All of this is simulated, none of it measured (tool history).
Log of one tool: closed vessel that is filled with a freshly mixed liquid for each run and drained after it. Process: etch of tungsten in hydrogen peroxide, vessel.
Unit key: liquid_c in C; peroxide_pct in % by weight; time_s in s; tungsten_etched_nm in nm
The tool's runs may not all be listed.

Run 1, hour 0.0: liquid_c 49.0 C, peroxide_pct 16 % by weight, time_s 35 s. Result: tungsten_etched_nm 24.072 nm.
Run 2, hour 6.5: liquid_c 45.5 C, peroxide_pct 16 % by weight, time_s 35 s. Result: tungsten_etched_nm 19.532 nm.
Run 3, hour 11.0: liquid_c 46.0 C, peroxide_pct 16 % by weight, time_s 35 s. Result: tungsten_etched_nm 20.131 nm.
Run 4, hour 14.0: liquid_c 46.5 C, peroxide_pct 16 % by weight, time_s 35 s. Result: tungsten_etched_nm 20.846 nm.
Run 5, hour 17.4: liquid_c 52.0 C, peroxide_pct 16 % by weight, time_s 35 s. Result: tungsten_etched_nm 28.945 nm.
Run 6, hour 25.6: liquid_c 52.0 C, peroxide_pct 14 % by weight, time_s 35 s. Result: tungsten_etched_nm 27.043 nm.
Run 7, hour 27.0: liquid_c 51.0 C, peroxide_pct 14 % by weight, time_s 35 s. Result: tungsten_etched_nm 25.562 nm.

What will run 8 give?
Run 8, hour 29.0: liquid_c 50.5 C, peroxide_pct 14 % by weight, time_s 35 s. Result: tungsten_etched_nm ?.

{"run 8": {"tungsten_etched_nm": 24.698}}
